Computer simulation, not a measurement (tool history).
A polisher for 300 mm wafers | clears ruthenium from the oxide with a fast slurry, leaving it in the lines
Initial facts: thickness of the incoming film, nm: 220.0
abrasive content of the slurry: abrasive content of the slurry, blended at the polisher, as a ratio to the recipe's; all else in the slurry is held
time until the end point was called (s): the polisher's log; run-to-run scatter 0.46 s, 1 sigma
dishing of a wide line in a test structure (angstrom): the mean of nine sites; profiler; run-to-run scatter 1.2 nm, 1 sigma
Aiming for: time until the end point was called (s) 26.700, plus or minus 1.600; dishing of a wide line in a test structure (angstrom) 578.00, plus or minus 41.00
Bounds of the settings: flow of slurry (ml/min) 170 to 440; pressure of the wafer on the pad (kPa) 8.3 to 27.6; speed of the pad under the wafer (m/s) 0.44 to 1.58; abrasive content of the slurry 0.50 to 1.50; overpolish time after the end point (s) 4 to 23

run,hour,flow of slurry (ml/min),pressure of the wafer on the pad (kPa),speed of the pad under the wafer (m/s),abrasive content of the slurry,overpolish time after the end point (s),time until the end point was called (s),dishing of a wide line in a test structure (angstrom)
1,0.0,280,17.9,1.00,1.00,12,47.409,375.22
2,1.4,280,15.9,1.00,1.00,12,53.404,318.15
3,9.1,280,18.6,1.02,1.00,11,45.806,357.37
4,10.9,280,20.7,1.06,1.00,11,38.926,385.65
5,11.7,280,22.1,1.06,1.00,12,37.475,426.97
6,19.2,280,23.4,1.08,1.00,12,34.426,450.57
7,24.0,280,24.8,1.10,1.00,12,31.521,464.03
8,26.0,280,25.5,1.12,1.00,13,31.216,497.97

Pick the move, out of 5, that brings all results within their allowed miss; only one does.
A,28.0,265,27.6,1.30,0.85,14,?,?
B,28.0,335,27.6,1.52,0.85,9,?,?
C,28.0,320,25.5,0.96,0.95,20,?,?
D,28.0,310,24.8,1.12,0.95,17,?,?
E,28.0,235,27.6,1.40,0.80,10,?,?

move,time until the end point was called (s),dishing of a wide line in a test structure (angstrom)
A,27.273,565.97
B,22.974,482.43
C,36.470,586.24
D,32.267,573.96
E,26.550,470.44
A: every result within its allowed miss
B: takes the biggest miss from the last run beyond its target
C: moves away from the targets compared with the last run
D: moves away from the targets compared with the last run
E: corrects the largest miss of the last run, while another result sits out of spec
Correct choice: A, which meets every target

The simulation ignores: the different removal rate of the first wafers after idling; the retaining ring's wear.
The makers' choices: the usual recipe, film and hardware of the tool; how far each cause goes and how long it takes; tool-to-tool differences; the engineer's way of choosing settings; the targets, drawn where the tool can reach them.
